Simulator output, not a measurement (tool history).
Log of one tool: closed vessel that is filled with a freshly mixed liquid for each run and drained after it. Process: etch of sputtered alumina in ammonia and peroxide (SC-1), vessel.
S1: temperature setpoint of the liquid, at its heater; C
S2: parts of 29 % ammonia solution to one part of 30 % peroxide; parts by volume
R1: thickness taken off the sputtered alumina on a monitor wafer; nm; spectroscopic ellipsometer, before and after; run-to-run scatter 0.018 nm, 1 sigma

Run 1, hour 0.0: S1 55.0 C, S2 0.5 parts by volume, time in the liquid (s) 45. Result: R1 4.5304 nm.
Run 2, hour 6.1: S1 58.5 C, S2 0.5 parts by volume, time in the liquid (s) 45. Result: R1 5.5212 nm.
Run 3, hour 8.2: S1 58.5 C, S2 0.5 parts by volume, time in the liquid (s) 35. Result: R1 4.3210 nm.
Run 4, hour 13.0: S1 56.5 C, S2 0.5 parts by volume, time in the liquid (s) 35. Result: R1 3.8164 nm.
Run 5, hour 19.6: S1 55.5 C, S2 0.5 parts by volume, time in the liquid (s) 35. Result: R1 3.6579 nm.
Run 6, hour 24.2: S1 62.5 C, S2 0.5 parts by volume, time in the liquid (s) 35. Result: R1 5.1801 nm.
Run 7, hour 29.5: S1 60.0 C, S2 0.5 parts by volume, time in the liquid (s) 35. Result: R1 4.5924 nm.
Run 8, hour 38.1: S1 58.0 C, S2 0.5 parts by volume, time in the liquid (s) 35. Result: R1 4.1541 nm.
Run 9, hour 39.8: S1 56.5 C, S2 0.5 parts by volume, time in the liquid (s) 35. Result: R1 3.8376 nm.
Run 10, hour 40.9: S1 55.0 C, S2 0.5 parts by volume, time in the liquid (s) 35. Result: R1 3.5204 nm.

Expected results for the next run?
Run 11, hour 44.3: S1 54.0 C, S2 0.5 parts by volume, time in the liquid (s) 35. Result: R1 ?.

R1: 3.3591 nm

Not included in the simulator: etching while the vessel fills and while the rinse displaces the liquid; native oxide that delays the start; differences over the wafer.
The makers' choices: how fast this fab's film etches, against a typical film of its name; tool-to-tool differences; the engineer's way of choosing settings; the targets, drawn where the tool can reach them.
